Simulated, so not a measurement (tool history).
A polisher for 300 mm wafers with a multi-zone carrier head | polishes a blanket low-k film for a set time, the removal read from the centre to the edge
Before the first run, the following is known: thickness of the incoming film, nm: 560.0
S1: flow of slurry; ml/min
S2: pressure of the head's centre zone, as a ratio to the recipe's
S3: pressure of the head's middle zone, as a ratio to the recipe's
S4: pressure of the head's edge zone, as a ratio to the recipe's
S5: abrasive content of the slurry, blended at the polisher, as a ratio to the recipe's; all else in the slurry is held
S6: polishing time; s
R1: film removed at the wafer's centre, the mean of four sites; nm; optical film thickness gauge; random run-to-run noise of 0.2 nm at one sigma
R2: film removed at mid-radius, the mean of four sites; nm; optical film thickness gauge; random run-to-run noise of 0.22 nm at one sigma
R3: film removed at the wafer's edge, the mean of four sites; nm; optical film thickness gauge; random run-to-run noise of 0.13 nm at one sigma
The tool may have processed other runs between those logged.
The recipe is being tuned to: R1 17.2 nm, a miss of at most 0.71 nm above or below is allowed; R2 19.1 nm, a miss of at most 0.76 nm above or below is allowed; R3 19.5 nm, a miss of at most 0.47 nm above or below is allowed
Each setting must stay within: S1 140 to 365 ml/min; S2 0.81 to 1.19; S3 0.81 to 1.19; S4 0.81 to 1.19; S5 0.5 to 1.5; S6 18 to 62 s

{"run": 1, "hour": 0.0, "S1": 235, "S2": 1, "S3": 1, "S4": 1, "S5": 1, "S6": 40, "R1": 13.048, "R2": 12.972, "R3": 12.938}
{"run": 2, "hour": 4.3, "S1": 240, "S2": 0.99, "S3": 1.01, "S4": 1.03, "S5": 1.1, "S6": 41, "R1": 14.142, "R2": 14.026, "R3": 13.963}
{"run": 3, "hour": 12.6, "S1": 240, "S2": 0.92, "S3": 1.01, "S4": 1.03, "S5": 1.1, "S6": 41, "R1": 12.976, "R2": 13.9, "R3": 14.072}
{"run": 4, "hour": 20.5, "S1": 240, "S2": 0.91, "S3": 1.02, "S4": 1.05, "S5": 1.15, "S6": 42, "R1": 13.555, "R2": 14.609, "R3": 15.046}
{"run": 5, "hour": 22.3, "S1": 245, "S2": 0.91, "S3": 1.04, "S4": 1.07, "S5": 1.2, "S6": 42, "R1": 13.871, "R2": 15.44, "R3": 15.188}
{"run": 6, "hour": 26.7, "S1": 245, "S2": 0.91, "S3": 0.97, "S4": 1.07, "S5": 1.2, "S6": 42, "R1": 13.965, "R2": 14.191, "R3": 15.269}
{"run": 7, "hour": 32.3, "S1": 275, "S2": 0.92, "S3": 1.07, "S4": 1.17, "S5": 1.45, "S6": 44, "R1": 16.347, "R2": 18.572, "R3": 17.85}
{"run": 8, "hour": 40.4, "S1": 275, "S2": 0.92, "S3": 1.06, "S4": 1.17, "S5": 1.45, "S6": 44, "R1": 16.366, "R2": 18.135, "R3": 18.058}
{"run": 9, "hour": 48.4, "S1": 280, "S2": 0.91, "S3": 1.05, "S4": 1.18, "S5": 1.5, "S6": 45, "R1": 16.831, "R2": 18.699, "R3": 18.616}

Of the 4 settings listed for the next run, only one would bring every result within its allowed miss of target. Which one?
{"run": "A", "hour": 56.4, "S1": 230, "S2": 0.96, "S3": 1.06, "S4": 1.18, "S5": 1.5, "S6": 45, "R1": "?", "R2": "?", "R3": "?"}
{"run": "B", "hour": 56.4, "S1": 295, "S2": 0.95, "S3": 1.14, "S4": 1.12, "S5": 1.5, "S6": 42, "R1": "?", "R2": "?", "R3": "?"}
{"run": "C", "hour": 56.4, "S1": 260, "S2": 0.9, "S3": 1.05, "S4": 1.18, "S5": 1.5, "S6": 47, "R1": "?", "R2": "?", "R3": "?"}
{"run": "D", "hour": 56.4, "S1": 200, "S2": 0.94, "S3": 1.16, "S4": 1.17, "S5": 1.45, "S6": 44, "R1": "?", "R2": "?", "R3": "?"}

move=A R1=16.961 R2=18.671 R3=18.42
move=B R1=16.203 R2=19.112 R3=17.301
move=C R1=16.893 R2=19.659 R3=19.471
move=D R1=15.659 R2=19.059 R3=17.429
A: the biggest miss grows against the last run
B: the biggest miss grows against the last run
C: meets every target
D: the biggest miss grows against the last run
C is the move that brings every result within its allowed miss.
